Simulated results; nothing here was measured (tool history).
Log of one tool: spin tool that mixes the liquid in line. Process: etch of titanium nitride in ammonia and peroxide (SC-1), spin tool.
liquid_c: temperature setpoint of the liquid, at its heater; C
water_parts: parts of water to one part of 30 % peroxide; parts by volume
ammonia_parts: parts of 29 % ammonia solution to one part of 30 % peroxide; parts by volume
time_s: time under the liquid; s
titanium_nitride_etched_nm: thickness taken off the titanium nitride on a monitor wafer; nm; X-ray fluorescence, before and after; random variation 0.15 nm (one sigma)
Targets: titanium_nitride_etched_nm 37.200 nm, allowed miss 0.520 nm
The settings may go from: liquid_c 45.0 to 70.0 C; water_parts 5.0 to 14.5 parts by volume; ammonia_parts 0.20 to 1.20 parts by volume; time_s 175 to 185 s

| run | hour | liquid_c | water_parts | ammonia_parts | time_s | titanium_nitride_etched_nm |
|---|---|---|---|---|---|---|
| 1 | 0.0 | 61.0 | 8.0 | 0.85 | 175 | 48.185 |
| 2 | 2.9 | 61.0 | 6.0 | 0.85 | 175 | 55.219 |
| 3 | 10.3 | 61.0 | 6.0 | 0.85 | 175 | 55.155 |
| 4 | 14.1 | 61.0 | 6.0 | 0.85 | 175 | 55.329 |
| 5 | 16.2 | 66.0 | 6.0 | 0.85 | 175 | 76.038 |
| 6 | 18.6 | 64.5 | 6.0 | 0.85 | 175 | 68.807 |
| 7 | 24.6 | 63.0 | 6.0 | 0.85 | 175 | 62.751 |
| 8 | 27.4 | 63.0 | 6.0 | 0.85 | 175 | 62.855 |
| 9 | 31.6 | 62.0 | 6.0 | 0.85 | 175 | 58.582 |
| 10 | 35.5 | 61.0 | 6.0 | 0.85 | 175 | 55.198 |
| 11 | 39.2 | 60.0 | 6.0 | 0.85 | 175 | 51.608 |
| 12 | 41.4 | 59.5 | 6.0 | 0.85 | 175 | 49.814 |
| 13 | 46.4 | 59.0 | 6.0 | 0.85 | 175 | 48.015 |
| 14 | 55.1 | 58.5 | 6.0 | 0.85 | 175 | 46.721 |
| 15 | 59.3 | 58.0 | 6.0 | 0.85 | 175 | 45.127 |
| 16 | 67.0 | 57.5 | 6.0 | 0.85 | 175 | 43.725 |
| 17 | 67.9 | 57.0 | 6.0 | 0.85 | 175 | 42.380 |
| 18 | 75.8 | 56.5 | 6.0 | 0.85 | 175 | 41.054 |
| 19 | 82.6 | 55.5 | 6.0 | 0.85 | 175 | 38.215 |

5 next moves are on the table. One of them brings every result within its allowed miss. Which?
| A | 89.4 | 55.0 | 6.5 | 0.90 | 180 | ? |
| B | 89.4 | 55.0 | 5.5 | 1.10 | 175 | ? |
| C | 89.4 | 55.0 | 5.0 | 0.80 | 175 | ? |
| D | 89.4 | 55.5 | 6.5 | 0.85 | 185 | ? |
| E | 89.4 | 54.5 | 5.5 | 1.15 | 175 | ? |

| move | titanium_nitride_etched_nm |
|---|---|
| A | 37.187 |
| B | 39.964 |
| C | 40.085 |
| D | 39.222 |
| E | 38.826 |
A: meets every target
B: further off than the last run
C: further off than the last run
D: further off than the last run
E: further off than the last run
The right move is A.

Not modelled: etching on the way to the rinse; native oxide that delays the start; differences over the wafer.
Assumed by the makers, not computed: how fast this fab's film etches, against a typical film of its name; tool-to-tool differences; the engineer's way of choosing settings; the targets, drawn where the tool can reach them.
